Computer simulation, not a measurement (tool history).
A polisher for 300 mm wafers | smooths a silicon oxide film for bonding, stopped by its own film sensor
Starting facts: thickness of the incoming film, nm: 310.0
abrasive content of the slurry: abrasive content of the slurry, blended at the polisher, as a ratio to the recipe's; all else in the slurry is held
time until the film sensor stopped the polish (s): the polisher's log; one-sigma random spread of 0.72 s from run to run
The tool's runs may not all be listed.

| run | hour | flow of slurry (ml/min) | pressure of the wafer on the pad (psi) | speed of the pad under the wafer (cm/s) | abrasive content of the slurry | target thickness at which the film sensor stops the polish (Å) | time until the film sensor stopped the polish (s) |
|---|---|---|---|---|---|---|---|
| 1 | 0.0 | 185 | 2.7 | 116 | 1.00 | 2500 | 50.374 |
| 2 | 1.7 | 185 | 2.5 | 116 | 1.00 | 2500 | 54.114 |
| 3 | 7.9 | 185 | 2.3 | 116 | 1.00 | 2500 | 57.914 |
| 4 | 15.0 | 185 | 2.3 | 116 | 1.20 | 2500 | 55.179 |
| 5 | 21.2 | 185 | 2.1 | 116 | 1.20 | 2500 | 59.980 |
| 6 | 29.9 | 185 | 2.1 | 116 | 1.35 | 2500 | 57.932 |
| 7 | 37.1 | 185 | 2.0 | 116 | 1.35 | 2500 | 59.444 |

For run 8, what comes out?
| 8 | 42.3 | 185 | 1.9 | 116 | 1.35 | 2500 | ? |

{"run 8": {"time until the film sensor stopped the polish (s)": 63.233}}

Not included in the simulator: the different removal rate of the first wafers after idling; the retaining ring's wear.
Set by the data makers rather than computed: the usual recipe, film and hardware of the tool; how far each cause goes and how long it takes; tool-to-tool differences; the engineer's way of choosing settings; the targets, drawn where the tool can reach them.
